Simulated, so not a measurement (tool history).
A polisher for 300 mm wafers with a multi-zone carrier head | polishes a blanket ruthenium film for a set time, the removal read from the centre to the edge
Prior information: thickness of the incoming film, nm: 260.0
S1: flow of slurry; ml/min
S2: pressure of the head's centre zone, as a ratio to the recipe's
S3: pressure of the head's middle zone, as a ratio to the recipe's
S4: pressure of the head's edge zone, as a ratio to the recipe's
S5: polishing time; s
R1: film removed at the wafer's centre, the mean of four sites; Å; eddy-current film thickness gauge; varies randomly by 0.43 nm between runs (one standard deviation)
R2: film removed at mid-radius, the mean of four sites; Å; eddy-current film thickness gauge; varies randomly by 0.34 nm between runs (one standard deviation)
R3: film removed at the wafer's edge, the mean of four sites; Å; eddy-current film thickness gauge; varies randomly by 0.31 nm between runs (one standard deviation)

| run | day | S1 | S2 | S3 | S4 | S5 | R1 | R2 | R3 |
|---|---|---|---|---|---|---|---|---|---|
| 1 | 0.000 | 245 | 1.00 | 1.00 | 1.00 | 80 | 602.79 | 601.64 | 588.50 |
| 2 | 0.062 | 230 | 0.95 | 0.98 | 1.00 | 69 | 472.70 | 513.68 | 497.80 |
| 3 | 0.325 | 220 | 0.92 | 0.94 | 0.99 | 63 | 434.22 | 442.46 | 454.99 |
| 4 | 0.650 | 220 | 0.92 | 0.89 | 0.99 | 63 | 422.05 | 417.67 | 452.19 |
| 5 | 0.800 | 220 | 0.92 | 0.89 | 1.04 | 63 | 421.14 | 418.07 | 465.43 |
| 6 | 0.942 | 210 | 0.89 | 0.91 | 1.03 | 58 | 377.15 | 395.35 | 427.43 |
| 7 | 1.175 | 200 | 0.87 | 0.92 | 1.02 | 55 | 344.82 | 373.68 | 402.87 |
| 8 | 1.392 | 190 | 0.85 | 0.93 | 1.00 | 54 | 328.31 | 363.37 | 388.34 |
| 9 | 1.767 | 180 | 0.84 | 0.94 | 0.98 | 53 | 314.31 | 354.03 | 376.04 |
| 10 | 1.842 | 175 | 0.83 | 0.95 | 0.96 | 53 | 301.95 | 359.36 | 369.41 |

What will run 11 give?
| 11 | 2.117 | 170 | 0.83 | 0.94 | 0.94 | 53 | ? | ? | ? |

R1: 303.17 Å
R2: 355.30 Å
R3: 365.21 Å
